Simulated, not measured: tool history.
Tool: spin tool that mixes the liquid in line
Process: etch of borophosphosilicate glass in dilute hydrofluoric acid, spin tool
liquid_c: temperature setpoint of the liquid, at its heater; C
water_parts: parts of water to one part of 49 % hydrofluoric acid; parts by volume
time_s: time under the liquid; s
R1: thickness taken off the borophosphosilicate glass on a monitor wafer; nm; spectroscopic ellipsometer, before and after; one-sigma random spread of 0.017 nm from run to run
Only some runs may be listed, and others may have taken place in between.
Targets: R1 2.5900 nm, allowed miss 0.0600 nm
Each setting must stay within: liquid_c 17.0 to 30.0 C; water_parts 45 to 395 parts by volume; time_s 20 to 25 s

Run 1, day 0.000: liquid_c 22.0 C, water_parts 220 parts by volume, time_s 25 s. Result: R1 3.7102 nm.
Run 2, day 0.104: liquid_c 20.5 C, water_parts 230 parts by volume, time_s 25 s. Result: R1 3.3597 nm.
Run 3, day 0.142: liquid_c 19.5 C, water_parts 240 parts by volume, time_s 25 s. Result: R1 3.0538 nm.
Run 4, day 0.383: liquid_c 21.0 C, water_parts 240 parts by volume, time_s 25 s. Result: R1 3.1823 nm.
Run 5, day 0.712: liquid_c 24.0 C, water_parts 240 parts by volume, time_s 25 s. Result: R1 3.5763 nm.
Run 6, day 0.904: liquid_c 22.0 C, water_parts 240 parts by volume, time_s 25 s. Result: R1 3.3658 nm.
Run 7, day 0.992: liquid_c 20.5 C, water_parts 245 parts by volume, time_s 25 s. Result: R1 3.0874 nm.
Run 8, day 1.233: liquid_c 19.5 C, water_parts 250 parts by volume, time_s 25 s. Result: R1 2.8864 nm.
Run 9, day 1.438: liquid_c 19.0 C, water_parts 250 parts by volume, time_s 25 s. Result: R1 2.8142 nm.
Run 10, day 1.712: liquid_c 18.5 C, water_parts 250 parts by volume, time_s 25 s. Result: R1 2.8061 nm.
Run 11, day 1.896: liquid_c 17.0 C, water_parts 260 parts by volume, time_s 25 s. Result: R1 2.5049 nm.

4 next moves are on the table. One of them brings every result within its allowed miss. Which?
Run A, day 2.079: liquid_c 17.0 C, water_parts 220 parts by volume, time_s 20 s. Result: R1 ?.
Run B, day 2.079: liquid_c 17.5 C, water_parts 255 parts by volume, time_s 25 s. Result: R1 ?.
Run C, day 2.079: liquid_c 17.0 C, water_parts 275 parts by volume, time_s 25 s. Result: R1 ?.
Run D, day 2.079: liquid_c 17.0 C, water_parts 270 parts by volume, time_s 25 s. Result: R1 ?.

move      R1
   A  2.4398
   B  2.6009
   C  2.3253
   D  2.3785
A: the biggest miss grows against the last run
B: every result within its allowed miss
C: the biggest miss grows against the last run
D: the biggest miss grows against the last run
The move that meets every target is B.
